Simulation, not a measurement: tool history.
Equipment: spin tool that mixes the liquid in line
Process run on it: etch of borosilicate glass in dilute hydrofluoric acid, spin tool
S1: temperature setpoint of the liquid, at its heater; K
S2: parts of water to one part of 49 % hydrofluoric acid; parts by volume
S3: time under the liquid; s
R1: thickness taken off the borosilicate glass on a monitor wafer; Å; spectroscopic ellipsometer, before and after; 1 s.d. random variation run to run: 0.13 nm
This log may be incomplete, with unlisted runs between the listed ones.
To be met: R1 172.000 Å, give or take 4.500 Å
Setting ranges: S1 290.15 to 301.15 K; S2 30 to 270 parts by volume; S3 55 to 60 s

run	hour	S1	S2	S3	R1
1	0.0	293.15	150	55	110.230
2	6.6	293.15	190	55	84.127
3	12.9	295.65	190	55	91.506
4	21.5	296.65	180	55	100.390
5	22.2	297.15	170	55	111.010
6	29.1	297.15	170	55	110.610
7	36.1	301.15	125	55	187.660
8	44.9	300.65	125	55	178.570
9	52.5	300.15	125	55	176.820

Consider the 4 candidate settings below. Which is the only one whose results all fall within their allowed miss of target?
A	60.1	299.65	135	55	?
B	60.1	301.15	150	60	?
C	60.1	301.15	140	55	?
D	60.1	298.15	120	55	?

move	R1
A	159.790
B	162.820
C	161.940
D	172.920
A: carries the result that was furthest off beyond its target, to the other side
B: carries the result that was furthest off beyond its target, to the other side
C: carries the result that was furthest off beyond its target, to the other side
D: every result lands within tolerance
Go with D: it meets all targets.
